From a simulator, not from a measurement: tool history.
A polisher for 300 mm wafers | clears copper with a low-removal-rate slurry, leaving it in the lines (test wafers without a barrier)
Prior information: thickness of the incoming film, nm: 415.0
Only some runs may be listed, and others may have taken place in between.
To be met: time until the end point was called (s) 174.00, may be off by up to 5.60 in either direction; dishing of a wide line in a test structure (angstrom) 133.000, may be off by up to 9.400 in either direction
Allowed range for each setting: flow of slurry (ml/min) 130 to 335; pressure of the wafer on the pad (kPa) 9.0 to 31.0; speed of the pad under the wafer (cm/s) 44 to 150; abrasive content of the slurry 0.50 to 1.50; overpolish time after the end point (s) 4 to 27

| run | hour | flow of slurry (ml/min) | pressure of the wafer on the pad (kPa) | speed of the pad under the wafer (cm/s) | abrasive content of the slurry | overpolish time after the end point (s) | time until the end point was called (s) | dishing of a wide line in a test structure (angstrom) |
|---|---|---|---|---|---|---|---|---|
| 1 | 0.0 | 215 | 20.0 | 96 | 1.00 | 14 | 165.05 | 206.380 |
| 2 | 7.2 | 215 | 23.4 | 96 | 1.00 | 14 | 141.98 | 243.700 |
| 3 | 14.4 | 215 | 23.4 | 78 | 1.00 | 14 | 170.73 | 205.870 |
| 4 | 22.2 | 215 | 23.4 | 78 | 1.00 | 12 | 171.20 | 182.570 |
| 5 | 26.7 | 215 | 23.4 | 78 | 1.00 | 11 | 174.57 | 170.230 |
| 6 | 28.4 | 215 | 26.2 | 78 | 1.00 | 11 | 156.29 | 181.240 |
| 7 | 36.9 | 210 | 23.4 | 76 | 1.00 | 6 | 175.24 | 90.296 |
|  | 40.1 | slurry nozzle cleaned |
| 8 | 40.1 | 215 | 23.4 | 76 | 1.00 | 7 | 167.97 | 113.440 |
| 9 | 41.4 | 215 | 22.1 | 76 | 1.00 | 10 | 175.90 | 143.460 |

4 candidate next runs follow, results not yet known. Just one meets every target within its allowed miss. Identify it.
| A | 42.7 | 280 | 17.2 | 96 | 1.20 | 12 | ? | ? |
| B | 42.7 | 235 | 20.0 | 90 | 0.95 | 10 | ? | ? |
| C | 42.7 | 215 | 22.1 | 74 | 0.95 | 11 | ? | ? |
| D | 42.7 | 195 | 24.8 | 70 | 0.95 | 9 | ? | ? |

| move | time until the end point was called (s) | dishing of a wide line in a test structure (angstrom) |
|---|---|---|
| A | 168.62 | 178.900 |
| B | 165.58 | 155.680 |
| C | 183.77 | 154.990 |
| D | 175.13 | 135.390 |
A: lands further from the targets than the last run did
B: lands further from the targets than the last run did
C: lands further from the targets than the last run did
D: meets every target
Move D is the one to make.
